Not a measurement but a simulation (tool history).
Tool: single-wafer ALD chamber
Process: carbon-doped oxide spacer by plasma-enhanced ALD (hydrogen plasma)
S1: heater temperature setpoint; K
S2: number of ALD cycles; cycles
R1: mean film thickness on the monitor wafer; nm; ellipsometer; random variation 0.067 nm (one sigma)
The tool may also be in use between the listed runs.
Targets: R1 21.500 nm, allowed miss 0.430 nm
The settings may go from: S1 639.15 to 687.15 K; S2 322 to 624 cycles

run  hour      S1   S2      R1
  1   0.0  663.15  473  25.841
  2   8.4  663.15  463  25.415
  3  14.6  663.15  531  29.072
  4  15.8  671.15  531  28.650
  5  22.2  661.15  531  29.183
  6  23.8  661.15  514  27.991
  7  27.0  661.15  498  27.188
  8  35.6  661.15  484  26.386
  9  41.9  661.15  472  25.684
 10  42.6  661.15  462  25.188

Which of these 5 next moves meets every target?
  A  43.3  659.15  501   ?
  B  43.3  647.15  396   ?
  C  43.3  669.15  569   ?
  D  43.3  656.15  428   ?
  E  43.3  663.15  506   ?

move      R1
   A  27.286
   B  21.567
   C  30.712
   D  23.310
   E  27.558
A: further off than the last run
B: meets every target
C: further off than the last run
D: nearer than the last run, and not there yet
E: further off than the last run
The right move is B.

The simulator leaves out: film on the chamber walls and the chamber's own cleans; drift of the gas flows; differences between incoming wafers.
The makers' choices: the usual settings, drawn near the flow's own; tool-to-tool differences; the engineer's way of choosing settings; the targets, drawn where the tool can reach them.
